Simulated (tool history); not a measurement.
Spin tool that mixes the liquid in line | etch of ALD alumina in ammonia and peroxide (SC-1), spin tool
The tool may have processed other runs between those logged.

| run | hour | temperature setpoint of the liquid (C) | parts of 29 % ammonia solution to one part of 30 % peroxide (parts by volume) | time under the liquid (s) | thickness taken off the ALD alumina on a monitor wafer (Å) |
|---|---|---|---|---|---|
| 1 | 0 | 56 | 0.7 | 55 | 32.586 |
| 2 | 1.9 | 56 | 0.7 | 55 | 32.521 |
| 3 | 3.7 | 56 | 0.7 | 55 | 32.563 |
| 4 | 10 | 49 | 0.7 | 55 | 22.298 |
| 5 | 11.7 | 51.5 | 0.7 | 55 | 25.57 |
| 6 | 16.1 | 51.5 | 0.7 | 55 | 25.47 |

Run 7 comes next. What will it give?
| 7 | 19.2 | 53.5 | 0.7 | 55 | ? |

thickness taken off the ALD alumina on a monitor wafer (Å): 28.308
